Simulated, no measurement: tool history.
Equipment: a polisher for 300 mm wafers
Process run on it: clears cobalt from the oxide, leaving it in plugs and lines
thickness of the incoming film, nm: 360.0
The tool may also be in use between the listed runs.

run  hour  flow of slurry (ml/min)  pressure of the wafer on the pad (psi)  speed of the pad under the wafer (cm/s)  overpolish time after the end point (s)  time until the end point was called (s)  dishing of a wide line in a test structure (Å)
  1   0.0                      235                                     2.2                                      112                                       13                                   63.122                                          309.58
  2   4.4                      235                                     2.5                                      112                                       13                                   56.084                                          323.17
  3   7.2                      235                                     2.5                                      112                                        8                                   55.630                                          276.13
  4   8.2                      235                                     2.5                                      100                                        8                                   62.065                                          257.40
  5   9.1                      235                                     3.0                                      100                                        8                                   52.442                                          279.89
  6  17.3                      235                                     3.0                                       80                                        8                                   66.377                                          256.46
  7  22.8                      235                                     2.6                                       78                                       12                                   76.768                                          289.62
  8  26.6                      235                                     2.3                                       76                                       14                                   86.218                                          279.60
  9  32.2                      235                                     2.1                                       74                                       16                                  100.550                                          290.20

Forecast run 10:
 10  37.5                      235                                     2.0                                       74                                       17                                        ?                                               ?

Run 10 measured time until the end point was called (s) 98.966, dishing of a wide line in a test structure (Å) 299.84.
